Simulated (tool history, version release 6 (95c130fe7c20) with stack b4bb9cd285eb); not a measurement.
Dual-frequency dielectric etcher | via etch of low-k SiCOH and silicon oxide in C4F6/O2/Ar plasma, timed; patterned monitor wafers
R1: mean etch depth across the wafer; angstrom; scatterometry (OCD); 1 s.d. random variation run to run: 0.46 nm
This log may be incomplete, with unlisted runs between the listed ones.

Run 1, hour 0.0: source power (W) 280, bias power (W) 148, etch time (s) 36.5. Result: R1 706.50 angstrom.
Run 2, hour 7.5: source power (W) 300, bias power (W) 152, etch time (s) 36.5. Result: R1 731.71 angstrom.
Run 3, hour 12.8: source power (W) 320, bias power (W) 155, etch time (s) 36.5. Result: R1 747.65 angstrom.
Run 4, hour 20.1: source power (W) 330, bias power (W) 160, etch time (s) 36.5. Result: R1 766.76 angstrom.
Run 5, hour 27.3: source power (W) 330, bias power (W) 160, etch time (s) 36.5. Result: R1 770.13 angstrom.
Run 6, hour 29.4: source power (W) 340, bias power (W) 162, etch time (s) 36.5. Result: R1 776.40 angstrom.

The next listed run, before its measurement:
Run 7, hour 35.7: source power (W) 350, bias power (W) 165, etch time (s) 36.5. Result: R1 ?.

Run 7 came out at R1 782.89 angstrom.

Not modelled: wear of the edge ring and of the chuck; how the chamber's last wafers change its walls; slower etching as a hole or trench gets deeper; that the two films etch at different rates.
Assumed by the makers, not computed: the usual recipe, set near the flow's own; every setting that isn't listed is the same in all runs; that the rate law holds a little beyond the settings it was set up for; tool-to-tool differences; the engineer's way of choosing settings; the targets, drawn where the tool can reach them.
